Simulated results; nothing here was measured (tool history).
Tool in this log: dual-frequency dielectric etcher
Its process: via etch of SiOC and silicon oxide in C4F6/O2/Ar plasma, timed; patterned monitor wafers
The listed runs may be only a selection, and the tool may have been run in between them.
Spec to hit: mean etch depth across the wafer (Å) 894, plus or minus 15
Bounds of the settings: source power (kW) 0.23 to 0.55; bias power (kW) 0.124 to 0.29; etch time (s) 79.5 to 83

run,day,source power (kW),bias power (kW),etch time (s),mean etch depth across the wafer (Å)
1,0,0.39,0.207,79.5,1012.5
2,0.133,0.36,0.205,79.5,971.27
3,0.221,0.34,0.204,79.5,943.89
4,0.521,0.33,0.203,79.5,934.45
5,0.596,0.32,0.202,79.5,917.36
6,0.9,0.32,0.221,79.5,943.68
7,1.258,0.31,0.22,79.5,930.42
8,1.479,0.3,0.219,79.5,915.39

Below are 4 possible settings for the next run. Only one of them brings all results inside the allowed miss of their targets. Which is it?
A,1.7,0.27,0.217,81.5,?
B,1.7,0.3,0.238,80.5,?
C,1.7,0.3,0.228,80,?
D,1.7,0.32,0.222,79.5,?

move,mean etch depth across the wafer (Å)
A,896.44
B,957.69
C,938.29
D,951.41
A: all results in spec
B: its largest miss is bigger than the last run's
C: its largest miss is bigger than the last run's
D: its largest miss is bigger than the last run's
The move that meets every target is A.
